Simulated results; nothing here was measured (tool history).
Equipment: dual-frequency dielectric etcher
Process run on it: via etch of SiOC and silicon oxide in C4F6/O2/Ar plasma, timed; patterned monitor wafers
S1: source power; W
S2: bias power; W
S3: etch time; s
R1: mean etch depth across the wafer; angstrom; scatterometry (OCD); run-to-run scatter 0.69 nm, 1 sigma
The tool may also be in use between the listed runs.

| run | hour | S1 | S2 | S3 | R1 |
|---|---|---|---|---|---|
| 1 | 0.0 | 250 | 165 | 114.5 | 1061.6 |
| 2 | 1.3 | 250 | 146 | 114.5 | 1028.8 |
| 3 | 9.8 | 270 | 156 | 115.5 | 1075.1 |
| 4 | 11.4 | 310 | 156 | 115.5 | 1116.7 |
| 5 | 13.7 | 310 | 166 | 116.5 | 1175.1 |
| 6 | 16.3 | 320 | 169 | 116.5 | 1171.4 |

Forecast run 7:
| 7 | 24.8 | 320 | 174 | 117.0 | ? |

Run 7 gave R1 1190.1 angstrom.

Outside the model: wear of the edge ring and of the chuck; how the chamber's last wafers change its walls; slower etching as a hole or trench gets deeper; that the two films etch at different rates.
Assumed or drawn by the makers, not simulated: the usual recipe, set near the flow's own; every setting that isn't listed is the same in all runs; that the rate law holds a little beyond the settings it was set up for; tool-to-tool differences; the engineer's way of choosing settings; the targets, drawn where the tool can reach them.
